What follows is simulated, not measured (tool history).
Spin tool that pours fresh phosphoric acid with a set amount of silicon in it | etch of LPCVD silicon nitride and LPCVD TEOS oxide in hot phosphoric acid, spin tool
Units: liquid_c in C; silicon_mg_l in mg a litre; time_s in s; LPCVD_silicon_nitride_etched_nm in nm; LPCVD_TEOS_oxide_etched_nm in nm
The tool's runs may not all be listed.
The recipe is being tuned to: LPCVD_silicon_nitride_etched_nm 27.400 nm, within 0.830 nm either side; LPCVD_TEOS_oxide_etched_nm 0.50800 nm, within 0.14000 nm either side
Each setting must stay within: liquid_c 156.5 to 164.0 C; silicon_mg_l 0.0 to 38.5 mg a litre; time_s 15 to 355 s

run	day	liquid_c	silicon_mg_l	time_s	LPCVD_silicon_nitride_etched_nm	LPCVD_TEOS_oxide_etched_nm
1	0.000	159.0	17.0	180	17.121	0.29424
2	0.104	159.0	17.0	205	19.620	0.31467
3	0.408	159.0	21.0	205	19.506	0.25827
4	0.483	159.0	17.5	205	19.556	0.34816
5	0.854	157.5	17.5	205	18.275	0.30829
6	1.158	157.5	17.5	130	11.695	0.18026
7	1.488	159.0	17.0	160	15.279	0.22911
8	1.754	160.5	15.0	180	17.953	0.36170
9	2.117	161.5	16.5	200	20.642	0.38552
10	2.408	162.0	17.0	215	22.487	0.41119
11	2.725	162.5	17.0	225	23.659	0.46061
12	3.071	162.5	17.5	235	24.676	0.52521
13	3.171	162.5	19.0	240	25.355	0.48754
14	3.542	162.5	19.5	245	25.947	0.52425

Pick the move, out of 4, that brings all results within their allowed miss; only one does.
A	3.912	162.5	28.0	275	?	?
B	3.912	162.0	19.5	245	?	?
C	3.912	163.0	3.5	235	?	?
D	3.912	160.5	15.5	275	?	?

move	LPCVD_silicon_nitride_etched_nm	LPCVD_TEOS_oxide_etched_nm
A	29.825	0.34707
B	26.133	0.39191
C	25.913	0.58679
D	27.900	0.43826
A: takes the result that was furthest off past its target
B: closes in on the targets versus the last run, not all within tolerance yet
C: roughly where the last run was
D: each result inside its tolerance
Correct choice: D, which meets every target
